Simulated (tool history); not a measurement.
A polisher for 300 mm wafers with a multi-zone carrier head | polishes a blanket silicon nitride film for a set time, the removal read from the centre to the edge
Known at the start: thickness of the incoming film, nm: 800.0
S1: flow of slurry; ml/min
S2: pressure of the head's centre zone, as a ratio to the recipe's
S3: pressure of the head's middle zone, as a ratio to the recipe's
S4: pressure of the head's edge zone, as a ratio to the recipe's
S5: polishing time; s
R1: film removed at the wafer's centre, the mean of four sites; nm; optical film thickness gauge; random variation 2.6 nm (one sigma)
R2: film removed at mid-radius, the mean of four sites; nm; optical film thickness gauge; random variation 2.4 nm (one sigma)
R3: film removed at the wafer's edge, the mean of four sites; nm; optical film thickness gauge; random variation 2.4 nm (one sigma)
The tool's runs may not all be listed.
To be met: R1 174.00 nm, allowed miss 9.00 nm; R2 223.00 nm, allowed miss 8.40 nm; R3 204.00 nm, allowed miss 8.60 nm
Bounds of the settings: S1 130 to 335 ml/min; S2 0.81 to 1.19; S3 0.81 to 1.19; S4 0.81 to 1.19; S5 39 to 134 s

run,day,S1,S2,S3,S4,S5,R1,R2,R3
1,0.000,215,1.00,1.00,1.00,86,212.49,223.41,226.57
2,0.162,215,1.04,1.00,1.00,86,237.97,216.49,223.03
3,0.367,255,1.04,1.00,1.00,86,234.50,221.27,227.74
4,0.700,255,1.08,1.00,1.00,86,245.31,224.28,227.77
5,0.900,255,1.08,1.00,1.08,86,244.05,221.11,234.10
6,1.050,255,1.08,0.91,1.08,86,244.34,205.39,236.77
7,1.375,255,1.02,0.97,1.04,83,216.51,212.47,221.84
8,1.396,260,0.98,0.99,1.03,82,207.71,213.52,219.07
9,1.525,260,0.94,1.02,1.01,81,199.03,211.54,213.01
10,1.883,255,0.90,1.05,1.00,81,188.05,217.53,213.89
11,2.150,255,0.88,1.07,0.98,80,185.27,222.38,215.02

Which of these 5 next moves meets every target?
A,2.417,200,0.81,1.01,1.02,86,?,?,?
B,2.417,310,0.89,0.99,0.99,79,?,?,?
C,2.417,240,0.91,0.97,0.95,83,?,?,?
D,2.417,285,0.84,1.12,0.97,78,?,?,?
E,2.417,295,0.95,1.06,1.03,80,?,?,?

move,R1,R2,R3
A,177.83,215.17,222.52
B,190.28,204.90,210.30
C,198.28,206.12,213.27
D,175.76,221.21,204.49
E,204.80,217.79,215.09
A: further off than the last run
B: brings the result that was furthest off to its target, and leaves another outside
C: further off than the last run
D: meets every target
E: further off than the last run
The right move is D.
